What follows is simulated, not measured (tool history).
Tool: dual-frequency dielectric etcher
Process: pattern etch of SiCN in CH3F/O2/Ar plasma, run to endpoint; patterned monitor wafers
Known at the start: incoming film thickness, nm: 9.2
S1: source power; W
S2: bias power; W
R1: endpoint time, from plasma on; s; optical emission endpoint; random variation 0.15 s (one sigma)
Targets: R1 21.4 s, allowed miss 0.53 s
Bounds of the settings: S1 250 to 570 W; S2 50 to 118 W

{"run": 1, "hour": 0.0, "S1": 410, "S2": 84, "R1": 24.172}
{"run": 2, "hour": 8.4, "S1": 440, "S2": 86, "R1": 23.744}
{"run": 3, "hour": 13.0, "S1": 470, "S2": 86, "R1": 23.531}
{"run": 4, "hour": 21.9, "S1": 470, "S2": 73, "R1": 24.591}
{"run": 5, "hour": 25.8, "S1": 470, "S2": 80, "R1": 23.994}
{"run": 6, "hour": 28.1, "S1": 410, "S2": 80, "R1": 24.509}
{"run": 7, "hour": 30.2, "S1": 430, "S2": 88, "R1": 23.427}
{"run": 8, "hour": 36.5, "S1": 440, "S2": 92, "R1": 23.212}
{"run": 9, "hour": 43.8, "S1": 450, "S2": 96, "R1": 22.798}
{"run": 10, "hour": 52.5, "S1": 450, "S2": 96, "R1": 22.382}
{"run": 11, "hour": 61.0, "S1": 490, "S2": 99, "R1": 22.011}
{"run": 12, "hour": 63.3, "S1": 500, "S2": 100, "R1": 21.934}
{"run": 13, "hour": 70.1, "S1": 500, "S2": 101, "R1": 22.034}

Which of these 5 next moves meets every target?
{"run": "A", "hour": 76.9, "S1": 420, "S2": 100, "R1": "?"}
{"run": "B", "hour": 76.9, "S1": 570, "S2": 114, "R1": "?"}
{"run": "C", "hour": 76.9, "S1": 550, "S2": 118, "R1": "?"}
{"run": "D", "hour": 76.9, "S1": 570, "S2": 102, "R1": "?"}
{"run": "E", "hour": 76.9, "S1": 530, "S2": 118, "R1": "?"}

move=A R1=22.891
move=B R1=20.635
move=C R1=20.556
move=D R1=21.392
move=E R1=20.716
A: further off than the last run
B: takes the result that was furthest off past its target
C: takes the result that was furthest off past its target
D: meets every target
E: takes the result that was furthest off past its target
The right move is D.

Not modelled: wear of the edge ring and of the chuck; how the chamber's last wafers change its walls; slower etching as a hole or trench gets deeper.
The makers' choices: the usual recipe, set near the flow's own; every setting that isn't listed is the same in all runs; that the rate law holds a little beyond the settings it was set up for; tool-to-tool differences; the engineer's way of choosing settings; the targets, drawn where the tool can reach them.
